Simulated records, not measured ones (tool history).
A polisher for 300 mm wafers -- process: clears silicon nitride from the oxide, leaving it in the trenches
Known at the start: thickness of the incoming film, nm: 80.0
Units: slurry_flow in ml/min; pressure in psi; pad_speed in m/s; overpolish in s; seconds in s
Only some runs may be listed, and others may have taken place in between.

{"run": 1, "day": 0.0, "slurry_flow": 210, "pressure": 2.1, "pad_speed": 0.84, "overpolish": 5, "seconds": 174.77}
{"run": 2, "day": 0.196, "slurry_flow": 170, "pressure": 2.1, "pad_speed": 0.84, "overpolish": 5, "seconds": 179.74}
{"run": 3, "day": 0.35, "slurry_flow": 170, "pressure": 2.1, "pad_speed": 0.84, "overpolish": 5, "seconds": 184.1}
{"run": 4, "day": 0.488, "slurry_flow": 185, "pressure": 2.2, "pad_speed": 0.84, "overpolish": 5, "seconds": 173.46}
{"run": 5, "day": 0.642, "slurry_flow": 205, "pressure": 2.2, "pad_speed": 0.84, "overpolish": 5, "seconds": 175.58}
{"run": 6, "day": 0.808, "slurry_flow": 170, "pressure": 2.2, "pad_speed": 0.84, "overpolish": 5, "seconds": 174.49}
{"run": 7, "day": 0.842, "slurry_flow": 170, "pressure": 2.4, "pad_speed": 0.84, "overpolish": 5, "seconds": 161.46}
{"run": 8, "day": 0.921, "slurry_flow": 170, "pressure": 2.5, "pad_speed": 0.84, "overpolish": 5, "seconds": 159.89}
{"run": 9, "day": 0.979, "slurry_flow": 170, "pressure": 2.5, "pad_speed": 0.84, "overpolish": 5, "seconds": 161.42}

What will run 10 give?
{"run": 10, "day": 1.317, "slurry_flow": 170, "pressure": 2.6, "pad_speed": 0.86, "overpolish": 5, "seconds": "?"}

{"run 10": {"seconds": 151.83}}
